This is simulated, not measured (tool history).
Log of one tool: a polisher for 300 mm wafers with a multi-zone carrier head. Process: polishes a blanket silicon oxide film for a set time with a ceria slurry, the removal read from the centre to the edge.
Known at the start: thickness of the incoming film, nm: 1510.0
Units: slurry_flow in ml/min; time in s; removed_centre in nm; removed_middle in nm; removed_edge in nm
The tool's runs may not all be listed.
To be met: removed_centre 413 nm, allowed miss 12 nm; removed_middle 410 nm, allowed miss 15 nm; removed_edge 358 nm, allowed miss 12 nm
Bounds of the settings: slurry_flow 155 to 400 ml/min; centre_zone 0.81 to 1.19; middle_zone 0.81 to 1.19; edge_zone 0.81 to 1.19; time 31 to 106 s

run 1 hour=0 | slurry_flow=255 centre_zone=1 middle_zone=1 edge_zone=1 time=68 | removed_centre=272.37 removed_middle=253.51 removed_edge=267.73
run 2 hour=2.4 | slurry_flow=275 centre_zone=1.03 middle_zone=1.05 edge_zone=1 time=73 | removed_centre=304.84 removed_middle=288.86 removed_edge=287.64
run 3 hour=8.5 | slurry_flow=275 centre_zone=1.03 middle_zone=1.05 edge_zone=1 time=63 | removed_centre=259.99 removed_middle=250.58 removed_edge=245.66
run 4 hour=9.5 | slurry_flow=275 centre_zone=1.03 middle_zone=0.99 edge_zone=1 time=63 | removed_centre=261.82 removed_middle=235.96 removed_edge=244.44
run 5 hour=16.4 | slurry_flow=325 centre_zone=1.03 middle_zone=0.99 edge_zone=1 time=63 | removed_centre=265.92 removed_middle=236.89 removed_edge=248.61
run 6 hour=19.3 | slurry_flow=325 centre_zone=1.05 middle_zone=1.04 edge_zone=1 time=70 | removed_centre=299.75 removed_middle=279.21 removed_edge=275.23
run 7 hour=21.4 | slurry_flow=325 centre_zone=1.07 middle_zone=1.08 edge_zone=1.02 time=74 | removed_centre=324.32 removed_middle=301.69 removed_edge=294.12
run 8 hour=24.8 | slurry_flow=325 centre_zone=1.08 middle_zone=1.11 edge_zone=1.01 time=78 | removed_centre=347.26 removed_middle=322.97 removed_edge=305.03

4 next moves are on the table. One of them brings every result within its allowed miss. Which?
run A hour=28.2 | slurry_flow=350 centre_zone=1.03 middle_zone=1.05 edge_zone=1.04 time=71 | removed_centre=? removed_middle=? removed_edge=?
run B hour=28.2 | slurry_flow=300 centre_zone=1.1 middle_zone=0.93 edge_zone=1.03 time=65 | removed_centre=? removed_middle=? removed_edge=?
run C hour=28.2 | slurry_flow=230 centre_zone=0.81 middle_zone=1.03 edge_zone=1.08 time=97 | removed_centre=? removed_middle=? removed_edge=?
run D hour=28.2 | slurry_flow=345 centre_zone=1.08 middle_zone=1.18 edge_zone=0.97 time=92 | removed_centre=? removed_middle=? removed_edge=?

move=A removed_centre=305.71 removed_middle=289.01 removed_edge=286.83
move=B removed_centre=293.96 removed_middle=235.27 removed_edge=258.78
move=C removed_centre=311.03 removed_middle=370.84 removed_edge=385.16
move=D removed_centre=415.3 removed_middle=413.34 removed_edge=358.36
A: further off than the last run
B: further off than the last run
C: further off than the last run
D: meets every target
Answer: D

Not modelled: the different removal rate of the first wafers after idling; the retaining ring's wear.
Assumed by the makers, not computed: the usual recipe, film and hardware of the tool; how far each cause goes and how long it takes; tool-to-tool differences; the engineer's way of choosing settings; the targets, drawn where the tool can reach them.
